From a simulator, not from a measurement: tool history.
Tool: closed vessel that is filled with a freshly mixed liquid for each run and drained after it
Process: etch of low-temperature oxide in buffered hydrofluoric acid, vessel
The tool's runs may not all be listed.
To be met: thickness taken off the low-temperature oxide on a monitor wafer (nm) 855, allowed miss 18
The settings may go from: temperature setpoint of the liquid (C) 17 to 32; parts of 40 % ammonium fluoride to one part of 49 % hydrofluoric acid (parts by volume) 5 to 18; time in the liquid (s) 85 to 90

run,hour,temperature setpoint of the liquid (C),parts of 40 % ammonium fluoride to one part of 49 % hydrofluoric acid (parts by volume),time in the liquid (s),thickness taken off the low-temperature oxide on a monitor wafer (nm)
1,0,24,11,85,341.46
2,6.8,24,11,85,342.42
3,11.3,21.5,11,85,297.07
4,16.9,20,11,85,275.29
5,24.9,23,11,85,326.1
6,28.3,23,13,85,274.73
7,31.4,27,9.5,85,458.8
8,32.8,27.5,9,85,481.13
9,36.4,31.5,5.5,90,1023.4
10,45.7,31,5.5,90,988.73
11,47.6,30.5,5.5,90,966.85
12,52.9,29,5.5,90,899.23

4 next moves are on the table. One of them brings every result within its allowed miss. Which?
A,58.2,29.5,6.5,90,?
B,58.2,32,6.5,85,?
C,58.2,28.5,6,90,?
D,58.2,28.5,5.5,85,?

move,thickness taken off the low-temperature oxide on a monitor wafer (nm)
A,798.18
B,857.74
C,811.78
D,825.2
A: takes the result that was furthest off past its target
B: meets every target
C: takes the result that was furthest off past its target
D: takes the result that was furthest off past its target
Move B is the one to make.
